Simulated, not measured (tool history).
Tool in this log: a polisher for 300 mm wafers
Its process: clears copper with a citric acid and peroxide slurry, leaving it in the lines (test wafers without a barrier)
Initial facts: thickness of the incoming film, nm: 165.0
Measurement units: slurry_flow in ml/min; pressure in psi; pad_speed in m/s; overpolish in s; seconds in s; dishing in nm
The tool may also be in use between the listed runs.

run 1 hour=0.0 | slurry_flow=135 pressure=2.2 pad_speed=1.34 slurry_solids=1.0 overpolish=26 | seconds=64.615 dishing=14.815
run 2 hour=2.1 | slurry_flow=135 pressure=1.6 pad_speed=1.34 slurry_solids=1.0 overpolish=26 | seconds=81.578 dishing=13.825
run 3 hour=3.7 | slurry_flow=140 pressure=1.6 pad_speed=1.40 slurry_solids=1.0 overpolish=22 | seconds=80.123 dishing=13.483
run 4 hour=6.6 | slurry_flow=150 pressure=1.7 pad_speed=1.46 slurry_solids=1.0 overpolish=19 | seconds=72.508 dishing=13.594
run 5 hour=10.1 | slurry_flow=150 pressure=1.7 pad_speed=1.46 slurry_solids=0.9 overpolish=19 | seconds=74.252 dishing=13.573
run 6 hour=12.1 | slurry_flow=135 pressure=1.7 pad_speed=1.52 slurry_solids=1.0 overpolish=16 | seconds=70.993 dishing=12.959

What does the tool deliver on the next run?
run 7 hour=18.2 | slurry_flow=125 pressure=1.8 pad_speed=1.54 slurry_solids=1.0 overpolish=14 | seconds=? dishing=?

For run 7 the tool returned seconds 68.969 s, dishing 12.715 nm.
